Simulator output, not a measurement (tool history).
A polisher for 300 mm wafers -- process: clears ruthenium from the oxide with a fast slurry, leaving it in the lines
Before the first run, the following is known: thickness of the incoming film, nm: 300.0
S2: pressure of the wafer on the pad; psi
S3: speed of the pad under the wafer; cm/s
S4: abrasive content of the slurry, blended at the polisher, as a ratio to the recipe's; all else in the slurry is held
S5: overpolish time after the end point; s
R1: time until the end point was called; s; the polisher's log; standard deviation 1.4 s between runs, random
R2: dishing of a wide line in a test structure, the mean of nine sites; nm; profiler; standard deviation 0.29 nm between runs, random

run 1 hour=0.0 | flow_of_slurry_(ml/min)=130 S2=1.8 S3=102 S4=1.0 S5=19 | R1=98.069 R2=30.394
run 2 hour=5.0 | flow_of_slurry_(ml/min)=130 S2=2.0 S3=102 S4=1.0 S5=14 | R1=87.509 R2=26.971
run 3 hour=9.7 | flow_of_slurry_(ml/min)=130 S2=2.1 S3=102 S4=1.0 S5=12 | R1=86.973 R2=25.958
run 4 hour=10.8 | flow_of_slurry_(ml/min)=130 S2=2.3 S3=102 S4=1.0 S5=10 | R1=78.399 R2=24.146
run 5 hour=18.3 | flow_of_slurry_(ml/min)=130 S2=2.3 S3=88 S4=1.0 S5=10 | R1=88.844 R2=22.109
run 6 hour=24.8 | flow_of_slurry_(ml/min)=130 S2=2.3 S3=88 S4=0.8 S5=10 | R1=99.681 R2=20.844
run 7 hour=31.5 | flow_of_slurry_(ml/min)=130 S2=2.5 S3=92 S4=0.8 S5=10 | R1=85.225 R2=21.800
run 8 hour=34.2 | flow_of_slurry_(ml/min)=130 S2=2.5 S3=92 S4=0.8 S5=10 | R1=86.891 R2=22.394
run 9 hour=38.2 | flow_of_slurry_(ml/min)=135 S2=2.6 S3=94 S4=0.8 S5=10 | R1=78.780 R2=22.747

Run 10, settings as shown, results not yet in. Your forecast:
run 10 hour=44.5 | flow_of_slurry_(ml/min)=135 S2=2.7 S3=94 S4=0.8 S5=10 | R1=? R2=?

{"run 10": {"R1": 79.253, "R2": 23.631}}
